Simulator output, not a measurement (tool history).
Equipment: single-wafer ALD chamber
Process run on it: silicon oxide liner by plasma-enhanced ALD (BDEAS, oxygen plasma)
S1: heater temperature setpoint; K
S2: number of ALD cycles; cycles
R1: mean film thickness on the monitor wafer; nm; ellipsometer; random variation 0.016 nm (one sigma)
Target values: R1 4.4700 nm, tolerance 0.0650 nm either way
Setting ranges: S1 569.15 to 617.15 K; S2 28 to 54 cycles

| run | hour | S1 | S2 | R1 |
|---|---|---|---|---|
| 1 | 0.0 | 593.15 | 41 | 3.4837 |
| 2 | 8.1 | 603.15 | 41 | 3.4240 |
| 3 | 11.9 | 603.15 | 38 | 3.1639 |
| 4 | 19.4 | 594.15 | 38 | 3.1972 |
| 5 | 23.5 | 593.15 | 42 | 3.5677 |
| 6 | 24.4 | 589.15 | 42 | 3.5711 |
| 7 | 29.0 | 588.15 | 45 | 3.8625 |
| 8 | 35.0 | 582.15 | 51 | 4.3878 |
| 9 | 40.0 | 581.15 | 51 | 4.3987 |
| 10 | 40.7 | 580.15 | 51 | 4.3937 |

Exercise: of the 5 proposed moves below, exactly one satisfies all targets within the stated allowed misses. Which move is it?
| A | 41.4 | 581.15 | 52 | ? |
| B | 41.4 | 583.15 | 51 | ? |
| C | 41.4 | 581.15 | 50 | ? |
| D | 41.4 | 572.15 | 49 | ? |
| E | 41.4 | 585.15 | 50 | ? |

| move | R1 |
|---|---|
| A | 4.4529 |
| B | 4.3564 |
| C | 4.2816 |
| D | 4.2431 |
| E | 4.2603 |
A: each result inside its tolerance
B: further off than the last run
C: further off than the last run
D: further off than the last run
E: further off than the last run
The right move is A.

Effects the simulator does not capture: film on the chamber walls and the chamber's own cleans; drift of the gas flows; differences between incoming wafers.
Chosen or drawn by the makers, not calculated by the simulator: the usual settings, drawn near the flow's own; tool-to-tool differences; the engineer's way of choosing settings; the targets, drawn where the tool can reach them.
